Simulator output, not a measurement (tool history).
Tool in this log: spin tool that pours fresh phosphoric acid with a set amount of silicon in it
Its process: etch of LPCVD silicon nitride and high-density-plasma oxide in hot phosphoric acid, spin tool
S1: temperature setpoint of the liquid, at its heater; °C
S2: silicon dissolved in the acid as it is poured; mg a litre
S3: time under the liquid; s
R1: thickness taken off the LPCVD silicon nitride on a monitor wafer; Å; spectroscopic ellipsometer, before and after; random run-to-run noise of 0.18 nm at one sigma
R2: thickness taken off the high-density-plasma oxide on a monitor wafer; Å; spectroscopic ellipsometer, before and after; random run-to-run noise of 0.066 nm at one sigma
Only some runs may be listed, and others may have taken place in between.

run	day	S1	S2	S3	R1	R2
1	0.000	159.0	14.5	180	159.57	2.4594
2	0.183	159.0	18.5	180	158.81	2.4611
3	0.371	157.5	18.5	180	149.85	2.2843
4	0.583	157.0	18.5	180	148.86	1.6691
5	0.654	158.0	18.0	210	178.36	2.5799
6	0.688	158.0	18.0	250	211.52	3.0223
7	1.008	159.5	17.5	265	236.62	3.7787
8	1.288	160.5	16.0	275	255.76	5.0481
9	1.375	161.0	16.5	285	267.90	4.6322
10	1.604	161.5	15.0	290	278.60	5.4252
11	1.967	162.0	14.5	295	286.85	5.7855

For run 12, what comes out?
12	2.133	162.5	14.0	300	?	?

Run 12 measured R1 296.55 Å, R2 5.3604 Å.

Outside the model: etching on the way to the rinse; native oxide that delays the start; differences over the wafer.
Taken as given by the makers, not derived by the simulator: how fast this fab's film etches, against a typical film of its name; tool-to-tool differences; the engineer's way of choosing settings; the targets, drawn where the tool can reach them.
